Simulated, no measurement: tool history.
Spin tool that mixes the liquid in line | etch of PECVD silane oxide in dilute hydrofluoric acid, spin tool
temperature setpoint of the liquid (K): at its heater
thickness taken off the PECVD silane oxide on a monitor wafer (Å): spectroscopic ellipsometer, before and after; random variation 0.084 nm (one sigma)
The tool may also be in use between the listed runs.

run	hour	temperature setpoint of the liquid (K)	parts of water to one part of 49 % hydrofluoric acid (parts by volume)	time under the liquid (s)	thickness taken off the PECVD silane oxide on a monitor wafer (Å)
1	0.0	296.15	105	30	118.090
2	5.7	296.15	105	25	98.244
3	12.9	296.15	140	25	71.145
4	18.4	298.65	115	25	97.873
5	23.8	300.15	95	25	129.200
6	32.6	300.15	95	25	128.620

Run 7 comes next. What will it give?
7	39.8	301.15	80	25	?

thickness taken off the PECVD silane oxide on a monitor wafer (Å): 162.660
